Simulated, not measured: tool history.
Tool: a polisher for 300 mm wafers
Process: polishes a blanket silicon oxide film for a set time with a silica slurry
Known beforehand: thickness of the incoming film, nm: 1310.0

run,hour,flow of slurry (ml/min),pressure of the wafer on the pad (psi),speed of the pad under the wafer (m/s),abrasive content of the slurry,polishing time (s),film removed (angstrom)
1,0,240,4.9,1.16,1,50,1360
2,2.2,240,4.5,1.16,1,50,1301.9
3,5.8,235,3.9,1.16,1,50,1155.6
4,9.1,230,3.5,1.16,1,50,1058.1
5,13.3,225,3.3,1.16,1,50,1002.1
6,15.2,215,3.2,1.16,1,50,991.92
7,22.8,215,3,1.16,1,50,928.44
# hour 31.2: conditioning disc replaced and pad reconditioned
8,31.2,205,3,1.16,1,50,1236.5

Run 9 has not been measured yet. What should we expect?
9,35.8,205,3,1.16,1,50,?

Run 9 measured film removed (angstrom) 1222.8.
